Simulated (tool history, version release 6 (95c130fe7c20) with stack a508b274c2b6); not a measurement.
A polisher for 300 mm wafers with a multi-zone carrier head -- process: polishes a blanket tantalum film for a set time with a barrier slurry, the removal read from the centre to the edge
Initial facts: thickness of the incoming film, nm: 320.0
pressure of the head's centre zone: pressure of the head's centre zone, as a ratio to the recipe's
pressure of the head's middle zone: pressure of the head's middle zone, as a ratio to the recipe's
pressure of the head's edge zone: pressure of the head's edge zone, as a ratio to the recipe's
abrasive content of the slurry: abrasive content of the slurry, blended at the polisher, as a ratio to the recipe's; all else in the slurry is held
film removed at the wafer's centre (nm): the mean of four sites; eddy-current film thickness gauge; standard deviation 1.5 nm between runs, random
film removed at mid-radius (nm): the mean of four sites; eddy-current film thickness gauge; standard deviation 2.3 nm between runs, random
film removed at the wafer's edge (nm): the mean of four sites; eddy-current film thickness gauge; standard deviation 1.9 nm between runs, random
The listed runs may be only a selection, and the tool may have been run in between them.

run,hour,flow of slurry (ml/min),pressure of the head's centre zone,pressure of the head's middle zone,pressure of the head's edge zone,abrasive content of the slurry,polishing time (s),film removed at the wafer's centre (nm),film removed at mid-radius (nm),film removed at the wafer's edge (nm)
1,0.0,270,1.00,1.00,1.00,1.00,73,123.44,124.17,127.79
2,8.9,270,1.00,1.00,1.00,0.90,73,120.27,119.75,129.26
3,15.6,270,1.01,1.01,1.01,0.95,73,121.25,126.13,128.57
4,23.3,270,1.09,1.01,1.01,0.95,73,130.42,121.98,129.52
5,24.2,275,1.10,1.02,1.02,1.00,73,132.03,126.48,129.27
6,33.0,275,1.10,1.03,1.03,1.05,74,134.09,134.57,133.80
7,40.1,275,1.11,1.03,1.03,1.05,74,136.88,129.65,133.65
8,47.5,275,1.11,1.04,1.03,1.10,74,137.09,132.70,133.92
9,54.4,280,1.12,1.05,1.03,1.15,74,140.69,133.94,135.55
10,55.4,280,1.12,1.07,1.03,1.15,74,139.99,137.91,139.04

Run 11 is up next; what results do you expect?
11,58.2,285,1.12,1.08,1.02,1.20,74,?,?,?

{"run 11": {"film removed at the wafer's centre (nm)": 141.95, "film removed at mid-radius (nm)": 139.64, "film removed at the wafer's edge (nm)": 137.92}}

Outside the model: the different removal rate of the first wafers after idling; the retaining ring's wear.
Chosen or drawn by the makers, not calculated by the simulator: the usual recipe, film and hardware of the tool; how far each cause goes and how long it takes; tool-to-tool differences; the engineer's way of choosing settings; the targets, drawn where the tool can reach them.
